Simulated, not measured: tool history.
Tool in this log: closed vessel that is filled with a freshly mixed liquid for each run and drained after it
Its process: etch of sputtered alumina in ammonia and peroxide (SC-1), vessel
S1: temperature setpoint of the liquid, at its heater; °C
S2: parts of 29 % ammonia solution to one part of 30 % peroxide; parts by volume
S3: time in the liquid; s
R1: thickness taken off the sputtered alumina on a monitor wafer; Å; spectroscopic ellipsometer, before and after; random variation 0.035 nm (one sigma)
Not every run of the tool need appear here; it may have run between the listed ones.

run    day    S1    S2  S3      R1
  1  0.000  48.0  0.65  30  25.466
  2  0.383  51.0  0.65  30  29.962
  3  0.692  53.5  0.65  30  34.146
  4  1.058  55.5  0.65  30  37.992
  5  1.338  52.5  0.65  30  32.240
  6  1.625  52.5  0.65  30  32.311
  7  1.796  52.5  0.65  30  32.544

The next listed run, before its measurement:
  8  1.925  54.5  0.65  30   ?

R1: 36.250 Å
